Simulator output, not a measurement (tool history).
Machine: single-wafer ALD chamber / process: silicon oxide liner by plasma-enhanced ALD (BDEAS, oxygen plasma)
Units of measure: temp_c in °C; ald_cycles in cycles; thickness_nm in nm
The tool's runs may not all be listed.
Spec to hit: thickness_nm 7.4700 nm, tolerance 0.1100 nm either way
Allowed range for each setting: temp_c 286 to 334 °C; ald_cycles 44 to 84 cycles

Run 1, hour 0.0: temp_c 310 °C, ald_cycles 64 cycles. Result: thickness_nm 6.5271 nm.
Run 2, hour 3.0: temp_c 303 °C, ald_cycles 64 cycles. Result: thickness_nm 6.5422 nm.
Run 3, hour 5.0: temp_c 296 °C, ald_cycles 64 cycles. Result: thickness_nm 6.6659 nm.
Run 4, hour 11.1: temp_c 295 °C, ald_cycles 65 cycles. Result: thickness_nm 6.8493 nm.
At hour 17.0: thermocouple changed; heater temperature recalibrated.
Run 5, hour 17.0: temp_c 295 °C, ald_cycles 57 cycles. Result: thickness_nm 5.9277 nm.
Run 6, hour 25.5: temp_c 294 °C, ald_cycles 59 cycles. Result: thickness_nm 6.1548 nm.
Run 7, hour 28.4: temp_c 290 °C, ald_cycles 69 cycles. Result: thickness_nm 7.3560 nm.
Run 8, hour 33.3: temp_c 289 °C, ald_cycles 69 cycles. Result: thickness_nm 7.3397 nm.

Exercise: of the 5 proposed moves below, exactly one satisfies all targets within the stated allowed misses. Which move is it?
Run A, hour 38.2: temp_c 288 °C, ald_cycles 67 cycles. Result: thickness_nm ?.
Run B, hour 38.2: temp_c 290 °C, ald_cycles 69 cycles. Result: thickness_nm ?.
Run C, hour 38.2: temp_c 289 °C, ald_cycles 67 cycles. Result: thickness_nm ?.
Run D, hour 38.2: temp_c 286 °C, ald_cycles 70 cycles. Result: thickness_nm ?.
Run E, hour 38.2: temp_c 289 °C, ald_cycles 68 cycles. Result: thickness_nm ?.

move  thickness_nm
   A        7.1567
   B        7.3245
   C        7.1344
   D        7.5237
   E        7.2409
A: further off than the last run
B: further off than the last run
C: further off than the last run
D: every result within its allowed miss
E: further off than the last run
D meets every target.
